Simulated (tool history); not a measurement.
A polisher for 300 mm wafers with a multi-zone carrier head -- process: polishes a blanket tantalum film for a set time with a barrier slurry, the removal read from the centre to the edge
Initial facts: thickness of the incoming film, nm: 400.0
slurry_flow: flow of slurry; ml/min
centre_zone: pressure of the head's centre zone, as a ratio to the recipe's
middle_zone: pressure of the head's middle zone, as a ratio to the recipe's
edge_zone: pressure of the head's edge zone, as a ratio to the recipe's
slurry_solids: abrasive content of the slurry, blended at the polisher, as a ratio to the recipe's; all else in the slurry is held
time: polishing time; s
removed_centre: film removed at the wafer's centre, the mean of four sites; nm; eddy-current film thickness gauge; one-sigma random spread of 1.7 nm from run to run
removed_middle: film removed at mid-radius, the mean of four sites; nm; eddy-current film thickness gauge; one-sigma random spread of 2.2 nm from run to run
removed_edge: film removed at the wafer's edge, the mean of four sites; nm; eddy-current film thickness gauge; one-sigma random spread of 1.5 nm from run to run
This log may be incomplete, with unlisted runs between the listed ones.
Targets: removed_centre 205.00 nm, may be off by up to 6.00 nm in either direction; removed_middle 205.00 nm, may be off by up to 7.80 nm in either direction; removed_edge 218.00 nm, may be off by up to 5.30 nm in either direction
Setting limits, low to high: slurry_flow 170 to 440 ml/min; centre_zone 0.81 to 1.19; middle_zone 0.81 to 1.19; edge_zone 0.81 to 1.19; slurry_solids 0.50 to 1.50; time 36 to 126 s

run  hour  slurry_flow  centre_zone  middle_zone  edge_zone  slurry_solids  time  removed_centre  removed_middle  removed_edge
  1   0.0          280         1.00         1.00       1.00           1.00    81          162.81          158.00        166.28
  2   6.1          280         1.00         1.05       1.00           1.00    81          164.81          164.67        167.02
  3  13.4          285         1.00         1.06       1.03           1.10    81          171.33          176.64        175.35
  4  21.2          285         1.00         1.12       1.03           1.10    81          172.45          179.02        176.18
  5  29.6          285         1.01         1.10       1.06           1.15    82          179.28          181.79        184.16
  6  30.5          285         1.06         1.10       1.06           1.15    82          185.83          181.06        183.98
  7  33.6          290         1.06         1.10       1.08           1.20    82          188.70          188.31        187.94
  8  40.2          285         1.06         1.09       1.10           1.25    83          192.39          186.93        194.70

Which of these 5 next moves meets every target?
  A  46.8          315         1.09         1.14       0.87           1.35    73               ?               ?             ?
  B  46.8          370         1.01         1.06       1.12           0.90   103               ?               ?             ?
  C  46.8          375         1.08         1.19       0.83           1.20    84               ?               ?             ?
  D  46.8          245         1.01         0.84       1.19           1.30    91               ?               ?             ?
  E  46.8          240         0.95         0.99       1.19           1.50    91               ?               ?             ?

move  removed_centre  removed_middle  removed_edge
   A          178.91          177.86        157.98
   B          203.15          207.64        218.09
   C          199.66          205.94        173.37
   D          199.52          176.98        224.22
   E          194.57          203.24        232.19
A: misses by more than the last run did
B: hits every target within its allowed miss
C: misses by more than the last run did
D: moves the result that the last run missed by most past its target, out the other side
E: moves the result that the last run missed by most past its target, out the other side
B meets every target.
